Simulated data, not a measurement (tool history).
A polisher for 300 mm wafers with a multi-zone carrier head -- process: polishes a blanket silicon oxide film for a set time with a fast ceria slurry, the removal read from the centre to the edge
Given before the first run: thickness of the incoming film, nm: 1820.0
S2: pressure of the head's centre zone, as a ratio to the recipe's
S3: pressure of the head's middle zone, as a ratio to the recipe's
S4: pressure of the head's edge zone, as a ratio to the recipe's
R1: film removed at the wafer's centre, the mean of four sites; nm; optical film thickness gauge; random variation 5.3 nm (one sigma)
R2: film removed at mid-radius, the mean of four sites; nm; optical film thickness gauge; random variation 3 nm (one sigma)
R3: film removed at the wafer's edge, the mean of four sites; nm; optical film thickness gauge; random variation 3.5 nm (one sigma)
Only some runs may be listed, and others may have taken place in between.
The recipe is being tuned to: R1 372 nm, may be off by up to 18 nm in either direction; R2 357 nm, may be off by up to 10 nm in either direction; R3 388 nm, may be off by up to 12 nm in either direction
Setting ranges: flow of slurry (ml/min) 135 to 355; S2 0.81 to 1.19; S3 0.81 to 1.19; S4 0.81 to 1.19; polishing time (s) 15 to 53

{"run": 1, "hour": 0.0, "flow of slurry (ml/min)": 225, "S2": 1, "S3": 1, "S4": 1, "polishing time (s)": 34, "R1": 557.27, "R2": 553.58, "R3": 552.87}
{"run": 2, "hour": 3.6, "flow of slurry (ml/min)": 220, "S2": 0.98, "S3": 0.97, "S4": 0.98, "polishing time (s)": 32, "R1": 509.94, "R2": 503.28, "R3": 509.21}
{"run": 3, "hour": 11.9, "flow of slurry (ml/min)": 220, "S2": 0.98, "S3": 0.93, "S4": 0.98, "polishing time (s)": 32, "R1": 497.81, "R2": 488.87, "R3": 513.53}
{"run": 4, "hour": 13.8, "flow of slurry (ml/min)": 215, "S2": 0.98, "S3": 0.91, "S4": 0.96, "polishing time (s)": 31, "R1": 493.45, "R2": 474.23, "R3": 485.11}
{"run": 5, "hour": 15.1, "flow of slurry (ml/min)": 250, "S2": 0.98, "S3": 0.91, "S4": 0.96, "polishing time (s)": 31, "R1": 489.3, "R2": 477.06, "R3": 504.46}
{"run": 6, "hour": 23.0, "flow of slurry (ml/min)": 240, "S2": 0.97, "S3": 0.89, "S4": 0.96, "polishing time (s)": 30, "R1": 467.18, "R2": 455.07, "R3": 478.58}
{"run": 7, "hour": 30.8, "flow of slurry (ml/min)": 235, "S2": 0.96, "S3": 0.88, "S4": 0.96, "polishing time (s)": 29, "R1": 461.76, "R2": 434.23, "R3": 461.8}
{"run": 8, "hour": 33.3, "flow of slurry (ml/min)": 235, "S2": 0.94, "S3": 0.87, "S4": 0.96, "polishing time (s)": 28, "R1": 426.99, "R2": 412.86, "R3": 444.28}
{"run": 9, "hour": 37.8, "flow of slurry (ml/min)": 225, "S2": 0.93, "S3": 0.86, "S4": 0.96, "polishing time (s)": 28, "R1": 433.87, "R2": 413.42, "R3": 442.13}
{"run": 10, "hour": 44.9, "flow of slurry (ml/min)": 225, "S2": 0.92, "S3": 0.85, "S4": 0.96, "polishing time (s)": 27, "R1": 400.49, "R2": 394.86, "R3": 425.03}
{"run": 11, "hour": 51.5, "flow of slurry (ml/min)": 220, "S2": 0.92, "S3": 0.84, "S4": 0.96, "polishing time (s)": 27, "R1": 406.45, "R2": 385.67, "R3": 431.31}
{"run": 12, "hour": 53.0, "flow of slurry (ml/min)": 215, "S2": 0.91, "S3": 0.83, "S4": 0.95, "polishing time (s)": 27, "R1": 397.93, "R2": 377.23, "R3": 432.51}
{"run": 13, "hour": 56.5, "flow of slurry (ml/min)": 215, "S2": 0.91, "S3": 0.83, "S4": 0.94, "polishing time (s)": 27, "R1": 412.4, "R2": 374.72, "R3": 425.06}
{"run": 14, "hour": 63.2, "flow of slurry (ml/min)": 215, "S2": 0.9, "S3": 0.84, "S4": 0.94, "polishing time (s)": 27, "R1": 396.91, "R2": 383.12, "R3": 427.34}

5 candidate next runs follow, results not yet known. Just one meets every target within its allowed miss. Identify it.
{"run": "A", "hour": 69.9, "flow of slurry (ml/min)": 200, "S2": 0.84, "S3": 0.81, "S4": 1.01, "polishing time (s)": 31, "R1": "?", "R2": "?", "R3": "?"}
{"run": "B", "hour": 69.9, "flow of slurry (ml/min)": 245, "S2": 0.9, "S3": 0.84, "S4": 0.91, "polishing time (s)": 25, "R1": "?", "R2": "?", "R3": "?"}
{"run": "C", "hour": 69.9, "flow of slurry (ml/min)": 200, "S2": 1.12, "S3": 0.87, "S4": 0.95, "polishing time (s)": 25, "R1": "?", "R2": "?", "R3": "?"}
{"run": "D", "hour": 69.9, "flow of slurry (ml/min)": 225, "S2": 1.16, "S3": 1, "S4": 0.92, "polishing time (s)": 24, "R1": "?", "R2": "?", "R3": "?"}
{"run": "E", "hour": 69.9, "flow of slurry (ml/min)": 230, "S2": 0.99, "S3": 0.94, "S4": 0.83, "polishing time (s)": 26, "R1": "?", "R2": "?", "R3": "?"}

move=A R1=435.12 R2=416.22 R3=496.16
move=B R1=382.08 R2=355.55 R3=388.73
move=C R1=441.28 R2=355.52 R3=388.26
move=D R1=444.78 R2=389.89 R3=371.2
move=E R1=424.94 R2=402.5 R3=384.98
A: further off than the last run
B: all results land within tolerance of their targets
C: brings the last run's worst result on target, with another outside its allowed miss
D: moves the result that the last run missed by most past its target, out the other side
E: brings the last run's worst result on target, with another outside its allowed miss
B meets every target.
